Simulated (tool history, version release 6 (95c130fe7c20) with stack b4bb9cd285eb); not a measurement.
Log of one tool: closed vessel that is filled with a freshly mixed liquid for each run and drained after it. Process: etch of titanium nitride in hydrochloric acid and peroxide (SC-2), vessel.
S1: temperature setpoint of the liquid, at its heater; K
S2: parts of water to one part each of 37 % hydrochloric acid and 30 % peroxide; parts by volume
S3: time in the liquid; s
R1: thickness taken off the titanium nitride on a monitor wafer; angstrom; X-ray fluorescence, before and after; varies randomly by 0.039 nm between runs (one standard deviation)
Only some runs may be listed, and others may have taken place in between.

run 1 hour=0.0 | S1=319.15 S2=11.5 S3=760 | R1=78.373
run 2 hour=1.7 | S1=317.15 S2=11.5 S3=760 | R1=68.267
run 3 hour=3.2 | S1=315.65 S2=11.5 S3=760 | R1=60.575
run 4 hour=4.4 | S1=315.15 S2=11.5 S3=760 | R1=58.783
run 5 hour=8.6 | S1=314.65 S2=11.5 S3=760 | R1=56.981
-- hour=12.2 thermometer replaced
run 6 hour=12.2 | S1=314.65 S2=11.5 S3=555 | R1=45.794

The next listed run, before its measurement:
run 7 hour=16.0 | S1=315.15 S2=11.5 S3=555 | R1=?

R1: 46.974 angstrom
